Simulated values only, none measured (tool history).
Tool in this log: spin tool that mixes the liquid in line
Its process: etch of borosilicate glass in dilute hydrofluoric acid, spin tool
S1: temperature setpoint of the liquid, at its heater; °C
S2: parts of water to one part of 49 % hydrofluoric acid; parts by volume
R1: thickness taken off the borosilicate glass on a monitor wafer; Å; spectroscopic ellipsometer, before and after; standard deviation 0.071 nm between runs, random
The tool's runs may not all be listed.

Run 1, hour 0.0: S1 23.0 °C, S2 245 parts by volume, time under the liquid (s) 70. Result: R1 65.235 Å.
Run 2, hour 4.7: S1 20.5 °C, S2 245 parts by volume, time under the liquid (s) 70. Result: R1 60.701 Å.
Run 3, hour 12.8: S1 20.5 °C, S2 175 parts by volume, time under the liquid (s) 70. Result: R1 87.847 Å.
Run 4, hour 19.2: S1 19.5 °C, S2 175 parts by volume, time under the liquid (s) 70. Result: R1 86.308 Å.
Run 5, hour 24.4: S1 19.0 °C, S2 180 parts by volume, time under the liquid (s) 70. Result: R1 80.972 Å.
Run 6, hour 31.9: S1 19.0 °C, S2 235 parts by volume, time under the liquid (s) 70. Result: R1 58.335 Å.

Predict the results of run 7:
Run 7, hour 32.8: S1 21.0 °C, S2 235 parts by volume, time under the liquid (s) 70. Result: R1 ?.

Run 7 came out at R1 64.059 Å.
